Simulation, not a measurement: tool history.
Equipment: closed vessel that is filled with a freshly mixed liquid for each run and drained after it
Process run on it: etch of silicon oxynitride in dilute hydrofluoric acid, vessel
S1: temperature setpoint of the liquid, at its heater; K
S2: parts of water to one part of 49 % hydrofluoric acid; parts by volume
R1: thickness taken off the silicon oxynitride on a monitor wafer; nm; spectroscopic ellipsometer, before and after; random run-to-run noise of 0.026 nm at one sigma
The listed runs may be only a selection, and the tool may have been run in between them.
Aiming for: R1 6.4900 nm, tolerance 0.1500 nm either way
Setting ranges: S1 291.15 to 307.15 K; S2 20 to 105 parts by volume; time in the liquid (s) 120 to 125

Run 1, hour 0.0: S1 299.15 K, S2 55 parts by volume, time in the liquid (s) 120. Result: R1 9.5717 nm.
Run 2, hour 5.2: S1 298.15 K, S2 55 parts by volume, time in the liquid (s) 120. Result: R1 9.0916 nm.
Run 3, hour 14.1: S1 298.15 K, S2 55 parts by volume, time in the liquid (s) 120. Result: R1 9.0642 nm.
Run 4, hour 17.5: S1 298.15 K, S2 55 parts by volume, time in the liquid (s) 120. Result: R1 9.0639 nm.
Run 5, hour 22.3: S1 299.65 K, S2 55 parts by volume, time in the liquid (s) 120. Result: R1 9.7517 nm.
Run 6, hour 25.4: S1 299.65 K, S2 45 parts by volume, time in the liquid (s) 120. Result: R1 12.0150 nm.
Run 7, hour 28.7: S1 296.65 K, S2 50 parts by volume, time in the liquid (s) 120. Result: R1 9.3324 nm.
Run 8, hour 35.1: S1 296.65 K, S2 50 parts by volume, time in the liquid (s) 120. Result: R1 9.3112 nm.
Run 9, hour 41.7: S1 294.65 K, S2 50 parts by volume, time in the liquid (s) 120. Result: R1 8.4394 nm.
Run 10, hour 50.3: S1 293.65 K, S2 50 parts by volume, time in the liquid (s) 120. Result: R1 8.0070 nm.

Exercise: of the 4 proposed moves below, exactly one satisfies all targets within the stated allowed misses. Which move is it?
Run A, hour 58.9: S1 294.15 K, S2 60 parts by volume, time in the liquid (s) 120. Result: R1 ?.
Run B, hour 58.9: S1 294.65 K, S2 65 parts by volume, time in the liquid (s) 120. Result: R1 ?.
Run C, hour 58.9: S1 293.15 K, S2 65 parts by volume, time in the liquid (s) 120. Result: R1 ?.
Run D, hour 58.9: S1 295.15 K, S2 65 parts by volume, time in the liquid (s) 125. Result: R1 ?.

move      R1
   A  6.7694
   B  6.3809
   C  5.9235
   D  6.8122
A: closes in on the targets versus the last run, not all within tolerance yet
B: each result inside its tolerance
C: the result that was furthest off in the last run now lies on the other side of its target
D: closes in on the targets versus the last run, not all within tolerance yet
Go with B: it meets all targets.
